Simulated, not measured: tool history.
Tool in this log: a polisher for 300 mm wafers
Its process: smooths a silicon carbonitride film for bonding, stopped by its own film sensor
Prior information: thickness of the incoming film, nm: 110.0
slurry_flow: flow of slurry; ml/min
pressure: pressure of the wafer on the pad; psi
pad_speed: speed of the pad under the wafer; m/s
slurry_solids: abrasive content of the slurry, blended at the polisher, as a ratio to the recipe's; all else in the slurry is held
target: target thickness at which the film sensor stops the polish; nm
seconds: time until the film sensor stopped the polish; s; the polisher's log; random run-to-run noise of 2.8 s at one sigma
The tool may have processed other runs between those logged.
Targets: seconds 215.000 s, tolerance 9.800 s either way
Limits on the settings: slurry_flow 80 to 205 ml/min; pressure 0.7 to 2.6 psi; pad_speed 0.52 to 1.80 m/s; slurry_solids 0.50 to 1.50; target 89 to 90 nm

run  hour  slurry_flow  pressure  pad_speed  slurry_solids  target  seconds
  1   0.0          135       1.6       1.16           1.00      90  102.650
  2   9.0          135       1.6       1.16           1.10      90   98.144
  3  15.0          135       1.6       1.16           0.95      90  100.050
  4  21.6          135       1.4       1.12           0.95      90  118.980
  5  25.5          135       1.3       1.08           0.95      90  128.100
  6  26.7          135       1.3       1.08           0.95      90  128.480
  7  32.9          135       1.2       1.04           0.95      90  141.450
  8  37.2          130       0.7       0.90           0.95      90  234.780
  9  42.3          135       0.7       0.90           0.95      90  236.030
 10  46.3          135       0.7       0.90           0.95      90  233.480

Which of these 5 next moves meets every target?
  A  50.3          165       0.7       1.02           0.80      90        ?
  B  50.3          125       0.8       1.00           1.00      90        ?
  C  50.3          130       0.7       0.96           0.90      89        ?
  D  50.3          105       1.0       0.66           1.10      90        ?
  E  50.3          145       0.7       0.76           0.95      89        ?

move  seconds
   A  215.220
   B  194.820
   C  236.930
   D  232.510
   E  276.220
A: each result inside its tolerance
B: takes the result that was furthest off past its target
C: further off than the last run
D: an improvement on the last run, though not all results are within tolerance
E: further off than the last run
So the answer is move A, the one that meets all the targets.
